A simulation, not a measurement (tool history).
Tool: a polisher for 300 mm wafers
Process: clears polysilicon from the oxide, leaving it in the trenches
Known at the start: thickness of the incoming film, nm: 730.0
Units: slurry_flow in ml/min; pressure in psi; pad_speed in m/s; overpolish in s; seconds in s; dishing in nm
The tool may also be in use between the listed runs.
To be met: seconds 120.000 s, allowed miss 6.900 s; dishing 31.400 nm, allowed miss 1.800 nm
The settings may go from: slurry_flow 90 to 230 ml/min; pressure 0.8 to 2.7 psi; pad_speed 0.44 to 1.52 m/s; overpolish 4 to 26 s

run,hour,slurry_flow,pressure,pad_speed,overpolish,seconds,dishing
1,0.0,150,1.7,0.98,13,83.203,29.633
2,1.0,150,1.6,0.98,14,89.993,31.588
3,5.2,150,1.6,0.76,14,113.260,29.073
4,11.2,150,1.6,0.98,14,90.995,29.796
5,16.6,150,1.6,1.08,14,81.210,30.705
# hour 23.1: head pressure recalibrated
6,23.1,150,1.5,1.08,15,81.453,30.814
7,28.0,150,1.5,1.08,15,79.664,31.293
8,34.3,150,1.4,1.06,16,89.469,30.990
9,36.7,150,1.3,1.06,17,91.778,30.243
10,39.6,150,1.3,1.02,19,94.836,32.075
11,44.1,150,1.2,1.02,19,103.740,31.872
12,46.3,150,1.2,1.02,19,104.340,31.383

4 next moves are on the table. One of them brings every result within its allowed miss. Which?
A,48.5,160,1.4,1.00,13,?,?
B,48.5,195,0.9,1.00,24,?,?
C,48.5,160,1.2,1.14,15,?,?
D,48.5,155,1.2,1.10,14,?,?

move,seconds,dishing
A,93.199,30.832
B,124.740,32.397
C,92.171,31.709
D,95.935,31.115
A: further off than the last run
B: meets every target
C: further off than the last run
D: further off than the last run
Answer: B
